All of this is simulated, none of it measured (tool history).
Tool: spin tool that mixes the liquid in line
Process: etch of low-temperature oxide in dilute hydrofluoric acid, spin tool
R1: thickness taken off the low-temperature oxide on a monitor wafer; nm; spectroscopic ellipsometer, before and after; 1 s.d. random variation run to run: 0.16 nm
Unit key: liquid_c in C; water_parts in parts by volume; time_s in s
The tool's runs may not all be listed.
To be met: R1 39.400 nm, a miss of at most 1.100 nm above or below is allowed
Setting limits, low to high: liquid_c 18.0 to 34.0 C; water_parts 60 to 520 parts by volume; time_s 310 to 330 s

{"run": 1, "hour": 0.0, "liquid_c": 26.0, "water_parts": 290, "time_s": 310, "R1": 29.462}
{"run": 2, "hour": 6.9, "liquid_c": 27.0, "water_parts": 290, "time_s": 310, "R1": 30.975}
{"run": 3, "hour": 8.7, "liquid_c": 27.0, "water_parts": 385, "time_s": 310, "R1": 21.072}
{"run": 4, "hour": 15.2, "liquid_c": 27.0, "water_parts": 470, "time_s": 310, "R1": 15.912}
{"run": 5, "hour": 21.2, "liquid_c": 28.0, "water_parts": 445, "time_s": 310, "R1": 17.764}
{"run": 6, "hour": 28.0, "liquid_c": 28.5, "water_parts": 425, "time_s": 310, "R1": 19.147}
{"run": 7, "hour": 36.5, "liquid_c": 29.0, "water_parts": 405, "time_s": 310, "R1": 20.722}
{"run": 8, "hour": 41.5, "liquid_c": 29.5, "water_parts": 385, "time_s": 310, "R1": 22.638}
{"run": 9, "hour": 48.5, "liquid_c": 30.0, "water_parts": 370, "time_s": 310, "R1": 24.402}
{"run": 10, "hour": 56.2, "liquid_c": 30.5, "water_parts": 355, "time_s": 310, "R1": 26.152}
{"run": 11, "hour": 57.8, "liquid_c": 31.0, "water_parts": 345, "time_s": 310, "R1": 27.683}
{"run": 12, "hour": 64.6, "liquid_c": 31.5, "water_parts": 335, "time_s": 310, "R1": 29.267}
{"run": 13, "hour": 70.0, "liquid_c": 34.0, "water_parts": 275, "time_s": 310, "R1": 41.045}
{"run": 14, "hour": 74.9, "liquid_c": 33.5, "water_parts": 275, "time_s": 310, "R1": 41.03}

Below are 4 possible settings for the next run. Only one of them brings all results inside the allowed miss of their targets. Which is it?
{"run": "A", "hour": 79.8, "liquid_c": 33.5, "water_parts": 260, "time_s": 310, "R1": "?"}
{"run": "B", "hour": 79.8, "liquid_c": 34.0, "water_parts": 270, "time_s": 310, "R1": "?"}
{"run": "C", "hour": 79.8, "liquid_c": 34.0, "water_parts": 300, "time_s": 330, "R1": "?"}
{"run": "D", "hour": 79.8, "liquid_c": 32.5, "water_parts": 275, "time_s": 330, "R1": "?"}

move=A R1=43.811
move=B R1=42.336
move=C R1=39.121
move=D R1=41.952
A: further off than the last run
B: further off than the last run
C: every result within its allowed miss
D: further off than the last run
The right move is C.
